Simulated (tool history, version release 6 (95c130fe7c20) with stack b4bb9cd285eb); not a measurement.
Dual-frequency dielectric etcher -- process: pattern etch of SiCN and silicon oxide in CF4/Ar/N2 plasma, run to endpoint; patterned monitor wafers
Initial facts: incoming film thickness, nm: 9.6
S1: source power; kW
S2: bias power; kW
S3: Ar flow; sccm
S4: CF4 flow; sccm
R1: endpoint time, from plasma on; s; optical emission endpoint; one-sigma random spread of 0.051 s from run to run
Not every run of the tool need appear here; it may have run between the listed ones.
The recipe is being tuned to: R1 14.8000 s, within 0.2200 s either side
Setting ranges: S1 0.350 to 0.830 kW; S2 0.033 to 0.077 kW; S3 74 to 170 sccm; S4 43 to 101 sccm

Run 1, day 0.000: S1 0.590 kW, S2 0.055 kW, S3 122 sccm, S4 72 sccm. Result: R1 9.4861 s.
Run 2, day 0.158: S1 0.520 kW, S2 0.055 kW, S3 122 sccm, S4 72 sccm. Result: R1 10.6570 s.
Run 3, day 0.358: S1 0.470 kW, S2 0.053 kW, S3 123 sccm, S4 72 sccm. Result: R1 11.9230 s.
Run 4, day 0.733: S1 0.470 kW, S2 0.063 kW, S3 123 sccm, S4 72 sccm. Result: R1 11.2030 s.
Run 5, day 0.825: S1 0.530 kW, S2 0.063 kW, S3 123 sccm, S4 72 sccm. Result: R1 10.0660 s.
Run 6, day 0.929: S1 0.480 kW, S2 0.060 kW, S3 125 sccm, S4 72 sccm. Result: R1 11.1890 s.
Run 7, day 1.292: S1 0.440 kW, S2 0.058 kW, S3 126 sccm, S4 72 sccm. Result: R1 12.3230 s.
Run 8, day 1.608: S1 0.410 kW, S2 0.057 kW, S3 126 sccm, S4 72 sccm. Result: R1 13.2740 s.
Run 9, day 1.762: S1 0.390 kW, S2 0.057 kW, S3 126 sccm, S4 72 sccm. Result: R1 13.8570 s.
Run 10, day 2.008: S1 0.390 kW, S2 0.057 kW, S3 126 sccm, S4 72 sccm. Result: R1 13.9460 s.
Run 11, day 2.079: S1 0.350 kW, S2 0.057 kW, S3 126 sccm, S4 72 sccm. Result: R1 15.3180 s.

Exactly one of the 4 candidate moves below puts every result within its allowed miss. Which one?
Run A, day 2.150: S1 0.380 kW, S2 0.060 kW, S3 136 sccm, S4 68 sccm. Result: R1 ?.
Run B, day 2.150: S1 0.370 kW, S2 0.057 kW, S3 134 sccm, S4 69 sccm. Result: R1 ?.
Run C, day 2.150: S1 0.380 kW, S2 0.053 kW, S3 132 sccm, S4 60 sccm. Result: R1 ?.
Run D, day 2.150: S1 0.380 kW, S2 0.042 kW, S3 132 sccm, S4 79 sccm. Result: R1 ?.

move       R1
   A  14.2660
   B  14.8300
   C  15.1890
   D  15.5990
A: takes the result that was furthest off past its target
B: every result within its allowed miss
C: closer than the last run, but not yet in spec
D: moves away from the targets compared with the last run
B meets every target.

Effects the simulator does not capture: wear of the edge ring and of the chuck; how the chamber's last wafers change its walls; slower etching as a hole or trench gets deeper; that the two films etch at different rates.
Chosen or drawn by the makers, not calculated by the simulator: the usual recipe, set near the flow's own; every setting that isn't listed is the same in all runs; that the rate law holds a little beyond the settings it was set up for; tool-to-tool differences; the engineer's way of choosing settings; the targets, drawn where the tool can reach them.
